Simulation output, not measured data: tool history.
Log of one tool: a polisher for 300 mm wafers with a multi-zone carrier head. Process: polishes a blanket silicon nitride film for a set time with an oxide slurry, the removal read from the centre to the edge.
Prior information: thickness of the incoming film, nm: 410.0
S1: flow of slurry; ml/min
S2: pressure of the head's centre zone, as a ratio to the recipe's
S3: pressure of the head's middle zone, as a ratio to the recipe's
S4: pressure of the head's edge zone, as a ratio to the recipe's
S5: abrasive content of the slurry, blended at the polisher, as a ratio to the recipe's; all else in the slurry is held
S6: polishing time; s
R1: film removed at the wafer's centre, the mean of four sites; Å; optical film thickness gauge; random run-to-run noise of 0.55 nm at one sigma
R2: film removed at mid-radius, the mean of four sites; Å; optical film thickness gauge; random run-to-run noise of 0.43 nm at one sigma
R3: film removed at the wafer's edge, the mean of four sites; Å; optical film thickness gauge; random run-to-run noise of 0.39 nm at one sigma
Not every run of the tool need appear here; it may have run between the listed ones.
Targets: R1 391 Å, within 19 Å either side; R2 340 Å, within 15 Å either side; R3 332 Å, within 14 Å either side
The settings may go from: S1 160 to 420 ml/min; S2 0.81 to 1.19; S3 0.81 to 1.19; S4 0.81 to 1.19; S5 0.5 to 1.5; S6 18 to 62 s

run,day,S1,S2,S3,S4,S5,S6,R1,R2,R3
1,0,270,1,1,1,1,40,243.8,234.15,241.54
2,0.262,275,1.02,1.01,1.01,1.1,40,257.09,250.52,248.11
3,0.554,275,1.02,1.01,1.01,1.3,40,276.66,271.65,271.23
4,0.821,275,1.02,1.01,1.01,1.3,34,231.91,231.04,228.96
5,1.108,275,1.04,1.01,1.02,1.35,36,261.61,241.5,255.05
6,1.171,275,1.04,1.01,1.02,1.5,36,268.79,259.07,256.2
7,1.5,280,1.06,1.03,1.03,1.5,37,286,262.05,271.8
8,1.704,280,1.07,1.04,1.02,1.5,38,297.91,277.35,274.93
9,1.988,280,1.08,1.05,1.03,1.5,39,303.29,291.77,282.68
10,2.067,285,1.1,1.05,1.03,1.5,40,326.98,293.07,290.09
11,2.342,285,1.11,1.06,1.04,1.5,41,331.32,306.57,302.74
# day 2.662: slurry nozzle cleaned
12,2.662,290,1.12,1.06,1.04,1.5,41,342.79,323.68,308.71
13,2.775,295,1.13,1.05,1.04,1.5,41,338.06,309.28,306.88

Consider the 5 candidate settings below. Which is the only one whose results all fall within their allowed miss of target?
A,2.888,370,1.03,1.05,1.04,1.45,44,?,?,?
B,2.888,260,1.19,1,0.89,1.5,44,?,?,?
C,2.888,175,1.15,0.98,0.88,1.4,47,?,?,?
D,2.888,265,1.19,1.09,1.08,1.5,44,?,?,?
E,2.888,305,1.14,1.08,1.09,1.5,39,?,?,?

move,R1,R2,R3
A,341.92,338.51,330.03
B,383.15,317.26,302.33
C,359.09,304.64,298.57
D,384.39,342.07,331.84
E,332.43,305.65,299.1
A: moves toward the targets from the last run without getting all of them in spec
B: corrects the largest miss of the last run, while another result sits out of spec
C: moves toward the targets from the last run without getting all of them in spec
D: each result inside its tolerance
E: misses by more than the last run did
Answer: D

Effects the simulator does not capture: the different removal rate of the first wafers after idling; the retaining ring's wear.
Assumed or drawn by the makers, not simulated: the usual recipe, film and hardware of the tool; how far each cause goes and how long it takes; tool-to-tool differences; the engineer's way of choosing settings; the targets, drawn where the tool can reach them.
